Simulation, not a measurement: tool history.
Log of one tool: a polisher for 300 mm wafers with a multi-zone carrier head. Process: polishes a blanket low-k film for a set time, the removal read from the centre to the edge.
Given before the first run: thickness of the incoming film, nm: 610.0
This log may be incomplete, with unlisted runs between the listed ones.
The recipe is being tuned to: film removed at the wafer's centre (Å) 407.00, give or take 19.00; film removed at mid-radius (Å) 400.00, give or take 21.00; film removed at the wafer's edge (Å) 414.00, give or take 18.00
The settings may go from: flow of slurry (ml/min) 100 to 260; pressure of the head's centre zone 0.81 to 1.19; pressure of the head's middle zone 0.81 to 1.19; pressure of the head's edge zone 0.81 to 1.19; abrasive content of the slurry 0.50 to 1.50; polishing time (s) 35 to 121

run,hour,flow of slurry (ml/min),pressure of the head's centre zone,pressure of the head's middle zone,pressure of the head's edge zone,abrasive content of the slurry,polishing time (s),film removed at the wafer's centre (Å),film removed at mid-radius (Å),film removed at the wafer's edge (Å)
1,0.0,165,1.00,1.00,1.00,1.00,78,331.15,338.72,339.03
2,2.8,170,1.01,1.00,1.02,1.05,78,340.79,340.50,350.77
3,7.0,170,1.01,1.06,1.02,1.05,78,338.49,371.54,345.35
4,9.3,175,1.02,1.05,1.04,1.10,78,356.64,372.67,357.10
5,12.4,175,1.02,1.12,1.04,1.10,78,364.05,395.26,360.95
6,18.9,175,1.02,1.07,1.04,1.10,78,357.46,387.22,364.50
7,27.7,180,1.03,1.06,1.06,1.10,78,370.07,371.16,365.17
8,30.7,200,1.00,1.07,1.15,1.30,79,385.06,410.77,413.38

4 next moves are on the table. One of them brings every result within its allowed miss. Which?
A,33.7,210,1.07,1.04,0.99,1.30,78,?,?,?
B,33.7,215,1.07,1.04,1.18,1.30,77,?,?,?
C,33.7,200,1.09,1.18,0.97,1.35,75,?,?,?
D,33.7,260,1.19,1.07,1.09,1.00,81,?,?,?

move,film removed at the wafer's centre (Å),film removed at mid-radius (Å),film removed at the wafer's edge (Å)
A,402.48,404.29,381.88
B,398.81,400.33,412.72
C,395.67,435.84,365.87
D,427.76,400.01,384.16
A: puts the biggest miss on target and leaves a different result outside tolerance
B: each result inside its tolerance
C: puts the biggest miss on target and leaves a different result outside tolerance
D: the result that was furthest off in the last run now lies on the other side of its target
The right move is B.

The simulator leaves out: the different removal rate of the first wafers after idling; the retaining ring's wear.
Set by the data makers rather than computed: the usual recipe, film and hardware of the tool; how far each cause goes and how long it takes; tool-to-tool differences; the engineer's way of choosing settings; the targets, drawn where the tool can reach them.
